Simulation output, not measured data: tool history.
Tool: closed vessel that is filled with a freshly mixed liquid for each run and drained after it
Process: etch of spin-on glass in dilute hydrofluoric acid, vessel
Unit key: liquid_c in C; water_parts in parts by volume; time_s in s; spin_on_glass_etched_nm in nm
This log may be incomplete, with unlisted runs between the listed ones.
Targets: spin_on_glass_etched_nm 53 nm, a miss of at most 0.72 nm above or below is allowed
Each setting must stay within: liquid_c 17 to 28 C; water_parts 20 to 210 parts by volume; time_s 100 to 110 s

run 1 hour=0 | liquid_c=20 water_parts=115 time_s=100 | spin_on_glass_etched_nm=23.254
run 2 hour=0.9 | liquid_c=21.5 water_parts=105 time_s=100 | spin_on_glass_etched_nm=27.256
run 3 hour=9.3 | liquid_c=22.5 water_parts=100 time_s=100 | spin_on_glass_etched_nm=30.078
run 4 hour=12 | liquid_c=22.5 water_parts=100 time_s=110 | spin_on_glass_etched_nm=33.111
-- hour=15.4 hydrofluoric acid flow meter replaced
run 5 hour=15.4 | liquid_c=22.5 water_parts=135 time_s=110 | spin_on_glass_etched_nm=26.728
run 6 hour=21.9 | liquid_c=22.5 water_parts=135 time_s=100 | spin_on_glass_etched_nm=24.426
run 7 hour=24.4 | liquid_c=23.5 water_parts=120 time_s=100 | spin_on_glass_etched_nm=29.063
run 8 hour=30.9 | liquid_c=27.5 water_parts=70 time_s=100 | spin_on_glass_etched_nm=62.209
run 9 hour=32.2 | liquid_c=27 water_parts=70 time_s=100 | spin_on_glass_etched_nm=61.154
run 10 hour=34.9 | liquid_c=26.5 water_parts=70 time_s=100 | spin_on_glass_etched_nm=59.94
run 11 hour=42.5 | liquid_c=23 water_parts=70 time_s=100 | spin_on_glass_etched_nm=51.986

Of the 5 settings listed for the next run, only one would bring every result within its allowed miss of target. Which one?
run A hour=50.1 | liquid_c=24.5 water_parts=75 time_s=100 | spin_on_glass_etched_nm=?
run B hour=50.1 | liquid_c=23.5 water_parts=70 time_s=100 | spin_on_glass_etched_nm=?
run C hour=50.1 | liquid_c=24.5 water_parts=80 time_s=105 | spin_on_glass_etched_nm=?
run D hour=50.1 | liquid_c=25.5 water_parts=85 time_s=110 | spin_on_glass_etched_nm=?
run E hour=50.1 | liquid_c=22.5 water_parts=70 time_s=100 | spin_on_glass_etched_nm=?

move=A spin_on_glass_etched_nm=50.929
move=B spin_on_glass_etched_nm=52.742
move=C spin_on_glass_etched_nm=49.812
move=D spin_on_glass_etched_nm=50.778
move=E spin_on_glass_etched_nm=50.63
A: its largest miss is bigger than the last run's
B: meets every target
C: its largest miss is bigger than the last run's
D: its largest miss is bigger than the last run's
E: its largest miss is bigger than the last run's
The move that meets every target is B.
